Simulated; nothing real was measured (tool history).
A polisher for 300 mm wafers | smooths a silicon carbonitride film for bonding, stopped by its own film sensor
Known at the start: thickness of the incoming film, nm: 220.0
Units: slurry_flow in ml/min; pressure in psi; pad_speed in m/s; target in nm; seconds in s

Run 1, hour 0: slurry_flow 275 ml/min, pressure 2 psi, pad_speed 0.96 m/s, slurry_solids 1, target 191 nm. Result: seconds 103.32 s.
Run 2, hour 5.1: slurry_flow 245 ml/min, pressure 2 psi, pad_speed 0.96 m/s, slurry_solids 1, target 191 nm. Result: seconds 105.13 s.
Run 3, hour 13.4: slurry_flow 240 ml/min, pressure 1.8 psi, pad_speed 0.96 m/s, slurry_solids 1, target 191 nm. Result: seconds 114.25 s.
Run 4, hour 14.2: slurry_flow 240 ml/min, pressure 1.8 psi, pad_speed 1.12 m/s, slurry_solids 1, target 191 nm. Result: seconds 103.57 s.
Run 5, hour 17.4: slurry_flow 265 ml/min, pressure 1.8 psi, pad_speed 1.12 m/s, slurry_solids 1, target 191 nm. Result: seconds 100.15 s.
Run 6, hour 23.3: slurry_flow 265 ml/min, pressure 1.8 psi, pad_speed 1.32 m/s, slurry_solids 1, target 191 nm. Result: seconds 90.046 s.
Run 7, hour 30: slurry_flow 260 ml/min, pressure 1.5 psi, pad_speed 1.28 m/s, slurry_solids 1, target 191 nm. Result: seconds 101.49 s.
Run 8, hour 31.5: slurry_flow 250 ml/min, pressure 1.3 psi, pad_speed 1.2 m/s, slurry_solids 1, target 191 nm. Result: seconds 119.42 s.
Run 9, hour 34.2: slurry_flow 245 ml/min, pressure 1.2 psi, pad_speed 1.18 m/s, slurry_solids 1, target 191 nm. Result: seconds 128.04 s.
Run 10, hour 41.3: slurry_flow 240 ml/min, pressure 1.1 psi, pad_speed 1.18 m/s, slurry_solids 1, target 191 nm. Result: seconds 137.66 s.
Run 11, hour 47.7: slurry_flow 230 ml/min, pressure 1.1 psi, pad_speed 1.18 m/s, slurry_solids 1, target 191 nm. Result: seconds 134.22 s.

Run 12 comes next. What will it give?
Run 12, hour 52.8: slurry_flow 230 ml/min, pressure 1 psi, pad_speed 1.16 m/s, slurry_solids 1, target 191 nm. Result: seconds ?.

seconds: 143.6 s
